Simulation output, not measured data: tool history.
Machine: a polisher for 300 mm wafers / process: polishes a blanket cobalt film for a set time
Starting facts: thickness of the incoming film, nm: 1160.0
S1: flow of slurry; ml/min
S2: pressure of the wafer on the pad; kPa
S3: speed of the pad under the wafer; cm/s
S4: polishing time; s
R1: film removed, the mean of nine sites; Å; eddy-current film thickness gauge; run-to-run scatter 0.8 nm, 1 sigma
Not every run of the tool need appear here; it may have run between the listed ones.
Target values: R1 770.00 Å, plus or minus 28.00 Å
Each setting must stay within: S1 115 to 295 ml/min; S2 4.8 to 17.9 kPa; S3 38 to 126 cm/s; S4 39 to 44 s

| run | hour | S1 | S2 | S3 | S4 | R1 |
|---|---|---|---|---|---|---|
| 1 | 0.0 | 190 | 11.0 | 82 | 44 | 1727.60 |
| 2 | 3.6 | 170 | 11.0 | 82 | 44 | 1736.80 |
| 3 | 9.3 | 170 | 9.7 | 78 | 44 | 1384.60 |
| 4 | 10.7 | 170 | 11.0 | 78 | 44 | 1600.70 |
| 5 | 16.5 | 170 | 11.0 | 78 | 39 | 1437.30 |
| 6 | 19.2 | 165 | 9.7 | 78 | 39 | 1233.50 |
| 7 | 21.8 | 160 | 9.0 | 78 | 39 | 1157.10 |
| 8 | 24.8 | 155 | 8.3 | 78 | 39 | 1050.00 |
| 9 | 33.7 | 150 | 7.6 | 78 | 39 | 985.25 |
| 10 | 40.1 | 145 | 6.9 | 78 | 39 | 884.93 |
| 11 | 45.8 | 140 | 6.9 | 78 | 39 | 886.36 |
| 12 | 51.7 | 135 | 6.9 | 78 | 39 | 892.23 |
| 13 | 57.9 | 135 | 6.9 | 78 | 39 | 882.99 |

Consider the 4 candidate settings below. Which is the only one whose results all fall within their allowed miss of target?
| A | 64.1 | 150 | 6.9 | 84 | 41 | ? |
| B | 64.1 | 135 | 6.9 | 88 | 40 | ? |
| C | 64.1 | 115 | 4.8 | 88 | 44 | ? |
| D | 64.1 | 150 | 7.6 | 80 | 44 | ? |

| move | R1 |
|---|---|
| A | 1005.80 |
| B | 1005.70 |
| C | 767.00 |
| D | 1126.10 |
A: its largest miss is bigger than the last run's
B: its largest miss is bigger than the last run's
C: all results in spec
D: its largest miss is bigger than the last run's
So the answer is move C, the one that meets all the targets.
